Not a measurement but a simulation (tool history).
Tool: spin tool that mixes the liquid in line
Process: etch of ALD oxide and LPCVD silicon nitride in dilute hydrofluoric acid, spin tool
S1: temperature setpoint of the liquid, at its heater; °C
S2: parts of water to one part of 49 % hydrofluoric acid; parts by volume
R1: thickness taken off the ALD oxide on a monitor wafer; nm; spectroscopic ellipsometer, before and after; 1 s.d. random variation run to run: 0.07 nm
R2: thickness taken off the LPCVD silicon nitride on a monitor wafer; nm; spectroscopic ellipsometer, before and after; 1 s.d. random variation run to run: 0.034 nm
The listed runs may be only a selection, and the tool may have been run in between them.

run 1 hour=0.0 | S1=26.0 S2=215 time_under_the_liquid_(s)=180 | R1=14.4400 R2=0.59528
run 2 hour=0.9 | S1=24.0 S2=220 time_under_the_liquid_(s)=180 | R1=13.0830 R2=0.52505
run 3 hour=3.6 | S1=22.5 S2=225 time_under_the_liquid_(s)=180 | R1=11.9780 R2=0.41497
run 4 hour=5.0 | S1=25.0 S2=225 time_under_the_liquid_(s)=180 | R1=13.1320 R2=0.42874
-- hour=9.7 hydrofluoric acid flow meter replaced
run 5 hour=9.7 | S1=23.0 S2=225 time_under_the_liquid_(s)=180 | R1=11.4470 R2=0.35600
run 6 hour=16.2 | S1=23.0 S2=225 time_under_the_liquid_(s)=100 | R1=6.3251 R2=0.26083
run 7 hour=19.3 | S1=26.0 S2=215 time_under_the_liquid_(s)=100 | R1=7.3769 R2=0.32360
run 8 hour=21.5 | S1=28.0 S2=205 time_under_the_liquid_(s)=100 | R1=8.4467 R2=0.33805
run 9 hour=25.6 | S1=30.0 S2=200 time_under_the_liquid_(s)=100 | R1=9.3561 R2=0.44105
run 10 hour=33.9 | S1=30.5 S2=195 time_under_the_liquid_(s)=100 | R1=9.8874 R2=0.49205
run 11 hour=36.2 | S1=30.5 S2=190 time_under_the_liquid_(s)=100 | R1=10.1670 R2=0.42203
run 12 hour=38.1 | S1=30.5 S2=190 time_under_the_liquid_(s)=100 | R1=10.0970 R2=0.44369
run 13 hour=44.9 | S1=31.0 S2=190 time_under_the_liquid_(s)=100 | R1=10.3530 R2=0.42493

Run 14 has not been measured yet. What should we expect?
run 14 hour=48.5 | S1=31.5 S2=190 time_under_the_liquid_(s)=100 | R1=? R2=?

Run 14 gave R1 10.4900 nm, R2 0.46566 nm.
